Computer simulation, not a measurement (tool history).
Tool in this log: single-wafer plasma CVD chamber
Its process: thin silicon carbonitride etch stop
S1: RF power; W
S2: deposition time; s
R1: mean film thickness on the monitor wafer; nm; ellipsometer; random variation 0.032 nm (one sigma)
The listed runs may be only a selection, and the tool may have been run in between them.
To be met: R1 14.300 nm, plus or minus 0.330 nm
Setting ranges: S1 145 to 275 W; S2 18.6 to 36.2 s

run,day,S1,S2,R1
1,0.000,210,27.4,18.562
2,0.162,235,27.4,19.200
3,0.208,210,27.4,18.444
4,0.396,210,29.2,19.730
5,0.596,225,29.2,20.131
6,0.733,200,29.2,19.330
7,0.975,195,28.1,18.483
8,1.133,190,27.2,17.734
9,1.488,185,26.5,17.074
10,1.662,180,25.9,16.581
11,1.846,175,25.4,16.089
12,2.054,170,25.1,15.813
13,2.304,150,22.5,13.513
14,2.396,155,22.6,13.743
15,2.742,155,22.7,13.793

Next run, 4 choices. One meets every target within its allowed miss, the rest don't. Which?
A,3.088,165,23.1,?
B,3.088,155,25.2,?
C,3.088,150,25.5,?
D,3.088,150,25.0,?

move,R1
A,14.368
B,15.335
C,15.340
D,15.039
A: each result inside its tolerance
B: takes the biggest miss from the last run beyond its target
C: takes the biggest miss from the last run beyond its target
D: takes the biggest miss from the last run beyond its target
The move that meets every target is A.
